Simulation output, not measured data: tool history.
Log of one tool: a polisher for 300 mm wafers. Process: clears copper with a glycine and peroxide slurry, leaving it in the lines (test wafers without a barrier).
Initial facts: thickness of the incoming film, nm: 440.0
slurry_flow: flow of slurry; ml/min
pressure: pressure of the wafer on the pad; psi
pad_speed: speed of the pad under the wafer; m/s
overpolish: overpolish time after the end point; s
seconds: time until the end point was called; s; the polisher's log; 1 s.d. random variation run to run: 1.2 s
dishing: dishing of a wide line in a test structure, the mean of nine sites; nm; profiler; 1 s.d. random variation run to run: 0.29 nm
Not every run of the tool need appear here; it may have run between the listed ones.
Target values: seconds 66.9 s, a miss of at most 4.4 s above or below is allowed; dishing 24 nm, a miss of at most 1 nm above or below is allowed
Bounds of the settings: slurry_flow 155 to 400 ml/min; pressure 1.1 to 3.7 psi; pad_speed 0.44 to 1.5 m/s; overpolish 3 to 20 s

run 1 hour=0 | slurry_flow=255 pressure=2.4 pad_speed=0.96 overpolish=10 | seconds=103.22 dishing=30.099
run 2 hour=8.9 | slurry_flow=260 pressure=2.8 pad_speed=0.98 overpolish=8 | seconds=96.346 dishing=26.567
run 3 hour=13 | slurry_flow=260 pressure=3.1 pad_speed=0.98 overpolish=8 | seconds=92.747 dishing=28.312
run 4 hour=18.6 | slurry_flow=225 pressure=3.1 pad_speed=0.98 overpolish=8 | seconds=91.111 dishing=28.424
run 5 hour=19.9 | slurry_flow=225 pressure=3.1 pad_speed=1.16 overpolish=8 | seconds=78.87 dishing=31.586
run 6 hour=24.8 | slurry_flow=225 pressure=3.6 pad_speed=1.16 overpolish=8 | seconds=72.769 dishing=34.911
run 7 hour=31.5 | slurry_flow=225 pressure=3.6 pad_speed=1.2 overpolish=6 | seconds=69.258 dishing=27.494
run 8 hour=36.5 | slurry_flow=225 pressure=3.6 pad_speed=1.22 overpolish=6 | seconds=69.815 dishing=28.189

Pick the move, out of 4, that brings all results within their allowed miss; only one does.
run A hour=41.5 | slurry_flow=225 pressure=3.7 pad_speed=1.22 overpolish=6 | seconds=? dishing=?
run B hour=41.5 | slurry_flow=260 pressure=3.4 pad_speed=1.1 overpolish=9 | seconds=? dishing=?
run C hour=41.5 | slurry_flow=170 pressure=3.2 pad_speed=1.42 overpolish=5 | seconds=? dishing=?
run D hour=41.5 | slurry_flow=200 pressure=3.3 pad_speed=1.36 overpolish=7 | seconds=? dishing=?

move=A seconds=69.442 dishing=28.261
move=B seconds=78.639 dishing=36.522
move=C seconds=69.689 dishing=23.699
move=D seconds=69.071 dishing=32.618
A: no nearer and no further than the last run
B: moves away from the targets compared with the last run
C: in spec on every target
D: moves away from the targets compared with the last run
Answer: C
